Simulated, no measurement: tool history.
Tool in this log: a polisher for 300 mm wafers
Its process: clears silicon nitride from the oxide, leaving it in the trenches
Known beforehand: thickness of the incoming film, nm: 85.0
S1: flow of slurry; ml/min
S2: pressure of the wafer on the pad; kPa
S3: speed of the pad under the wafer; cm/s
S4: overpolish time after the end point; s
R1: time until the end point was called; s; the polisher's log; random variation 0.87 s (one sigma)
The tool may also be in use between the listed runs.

run,hour,S1,S2,S3,S4,R1
1,0.0,180,15.2,98,10,101.620
2,4.0,180,16.5,98,10,88.611
3,7.2,180,16.5,98,10,88.418
4,9.9,180,17.2,98,10,87.609
5,12.1,180,18.6,98,10,81.511
6,14.6,180,19.3,98,10,79.973
7,15.9,180,19.3,98,10,79.538
8,22.5,180,20.0,98,10,77.770
9,29.8,180,20.7,100,10,70.521
10,35.4,180,21.4,100,10,68.227

Estimate the outcome of run 11 from the log above:
11,43.2,180,22.1,100,10,?

R1: 68.262 s

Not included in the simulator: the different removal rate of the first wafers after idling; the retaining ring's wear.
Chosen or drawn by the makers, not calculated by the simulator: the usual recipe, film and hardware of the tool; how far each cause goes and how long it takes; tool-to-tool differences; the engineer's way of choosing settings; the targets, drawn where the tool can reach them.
